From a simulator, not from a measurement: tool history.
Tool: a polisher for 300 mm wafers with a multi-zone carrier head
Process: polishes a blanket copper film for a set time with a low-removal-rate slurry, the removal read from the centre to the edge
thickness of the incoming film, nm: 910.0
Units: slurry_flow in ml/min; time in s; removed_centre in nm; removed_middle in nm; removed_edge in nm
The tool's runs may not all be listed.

run,hour,slurry_flow,centre_zone,middle_zone,edge_zone,slurry_solids,time,removed_centre,removed_middle,removed_edge
1,0.0,235,1.00,1.00,1.00,1.00,83,125.040,121.720,121.410
2,7.9,235,1.01,0.98,0.97,0.90,78,115.340,109.760,105.160
3,10.4,225,1.01,0.95,0.97,0.85,75,106.350,102.820,105.000
4,13.3,225,1.01,0.95,1.03,0.85,75,108.270,102.060,104.150
5,14.0,225,1.01,0.91,1.03,0.85,75,107.610,98.339,106.880
6,18.6,230,1.03,0.91,1.02,0.80,71,103.870,92.698,98.634
7,27.3,235,1.04,0.91,1.01,0.75,68,100.770,86.913,92.432
8,35.0,235,1.04,0.91,1.00,0.70,66,93.570,83.947,88.047

Forecast run 9:
9,41.5,240,1.05,0.91,0.99,0.65,64,?,?,?

removed_centre: 91.809 nm
removed_middle: 80.774 nm
removed_edge: 84.220 nm

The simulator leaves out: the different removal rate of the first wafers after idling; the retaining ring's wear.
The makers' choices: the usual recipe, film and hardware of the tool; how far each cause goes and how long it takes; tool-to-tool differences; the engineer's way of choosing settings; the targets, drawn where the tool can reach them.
